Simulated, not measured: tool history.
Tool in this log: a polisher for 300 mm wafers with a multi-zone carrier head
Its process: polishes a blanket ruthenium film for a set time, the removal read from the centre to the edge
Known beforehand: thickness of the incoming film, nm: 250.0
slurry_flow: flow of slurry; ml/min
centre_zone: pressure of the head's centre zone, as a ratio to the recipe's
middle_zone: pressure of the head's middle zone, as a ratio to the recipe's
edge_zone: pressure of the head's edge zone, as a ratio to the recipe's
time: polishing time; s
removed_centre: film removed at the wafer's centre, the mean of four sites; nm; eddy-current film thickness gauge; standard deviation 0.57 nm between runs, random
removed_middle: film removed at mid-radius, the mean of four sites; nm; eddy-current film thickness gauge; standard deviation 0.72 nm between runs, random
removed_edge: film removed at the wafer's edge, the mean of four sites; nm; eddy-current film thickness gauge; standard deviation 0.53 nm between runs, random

run,hour,slurry_flow,centre_zone,middle_zone,edge_zone,time,removed_centre,removed_middle,removed_edge
1,0,175,1,1,1,54,48.572,46.36,47.329
2,6.2,175,1,1,1.06,54,48.192,47.762,49.445
3,7.6,180,1.01,1.01,1.08,55,50.001,48.491,50.763
4,10.2,180,0.93,1.01,1.08,55,45.012,48.385,50.255
5,15.3,180,0.98,1.01,1.08,55,48.011,47.758,51.015
6,24.3,185,0.99,1.04,1.09,56,48.645,51.407,51.931
7,31.9,190,1.01,1.04,1.11,57,51.783,50.71,53.418

Predict the results of run 8:
8,36.7,190,1.01,1.06,1.12,58,?,?,?

Run 8 yielded removed_centre 52.565 nm, removed_middle 52.34 nm, removed_edge 55.376 nm.

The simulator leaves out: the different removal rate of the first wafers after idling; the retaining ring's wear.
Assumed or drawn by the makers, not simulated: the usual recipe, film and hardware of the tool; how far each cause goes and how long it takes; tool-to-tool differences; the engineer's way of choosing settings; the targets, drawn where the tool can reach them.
